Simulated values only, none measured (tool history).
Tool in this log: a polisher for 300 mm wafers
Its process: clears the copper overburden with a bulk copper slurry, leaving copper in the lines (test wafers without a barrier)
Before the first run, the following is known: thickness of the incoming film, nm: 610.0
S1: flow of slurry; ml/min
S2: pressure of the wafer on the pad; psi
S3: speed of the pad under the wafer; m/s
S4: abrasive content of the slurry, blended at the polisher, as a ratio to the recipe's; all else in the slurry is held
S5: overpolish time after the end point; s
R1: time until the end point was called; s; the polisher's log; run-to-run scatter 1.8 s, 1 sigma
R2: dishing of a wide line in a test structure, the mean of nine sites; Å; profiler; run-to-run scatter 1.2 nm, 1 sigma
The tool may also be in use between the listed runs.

{"run": 1, "hour": 0.0, "S1": 200, "S2": 3.2, "S3": 1.04, "S4": 1, "S5": 29, "R1": 55.031, "R2": 578.86}
{"run": 2, "hour": 3.5, "S1": 200, "S2": 3.2, "S3": 1.04, "S4": 1.2, "S5": 29, "R1": 52.64, "R2": 616.9}
{"run": 3, "hour": 7.2, "S1": 200, "S2": 2.6, "S3": 1.04, "S4": 1.2, "S5": 29, "R1": 60.701, "R2": 560.18}
{"run": 4, "hour": 8.1, "S1": 200, "S2": 2.6, "S3": 0.92, "S4": 1.2, "S5": 29, "R1": 66.44, "R2": 572.79}
{"run": 5, "hour": 14.1, "S1": 200, "S2": 2.4, "S3": 0.86, "S4": 1.2, "S5": 30, "R1": 76.335, "R2": 572.09}
{"run": 6, "hour": 19.0, "S1": 200, "S2": 2.3, "S3": 0.84, "S4": 1.2, "S5": 30, "R1": 80.14, "R2": 566.55}
{"run": 7, "hour": 27.3, "S1": 200, "S2": 2.2, "S3": 0.82, "S4": 1.2, "S5": 30, "R1": 84.341, "R2": 542.04}

What does the tool deliver on the next run?
{"run": 8, "hour": 30.4, "S1": 185, "S2": 2.1, "S3": 0.68, "S4": 1.1, "S5": 44, "R1": "?", "R2": "?"}

{"run 8": {"R1": 108.17, "R2": 570.34}}
